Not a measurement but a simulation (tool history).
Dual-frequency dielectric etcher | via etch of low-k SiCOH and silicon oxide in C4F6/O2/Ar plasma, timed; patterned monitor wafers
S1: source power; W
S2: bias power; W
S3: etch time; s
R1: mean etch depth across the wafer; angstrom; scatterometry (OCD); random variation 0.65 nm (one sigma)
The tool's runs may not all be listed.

run	day	S1	S2	S3	R1
1	0	390	251	71	1937.1
2	0.088	390	268	71	1964.1
3	0.292	390	268	74	2054.5
4	0.508	430	268	74	2137.1
5	0.571	380	257	74	2015
6	0.792	430	257	74	2122.2
# day 1.125: source power generator calibrated
7	1.125	380	253	74	2051.4
8	1.254	350	239	73.5	1941.8
9	1.392	320	235	73.5	1873.9
10	1.433	240	231	73.5	1664.8
11	1.708	240	231	73.5	1664.6

Forecast run 12:
12	1.762	250	232	73.5	?

{"run 12": {"R1": 1699}}

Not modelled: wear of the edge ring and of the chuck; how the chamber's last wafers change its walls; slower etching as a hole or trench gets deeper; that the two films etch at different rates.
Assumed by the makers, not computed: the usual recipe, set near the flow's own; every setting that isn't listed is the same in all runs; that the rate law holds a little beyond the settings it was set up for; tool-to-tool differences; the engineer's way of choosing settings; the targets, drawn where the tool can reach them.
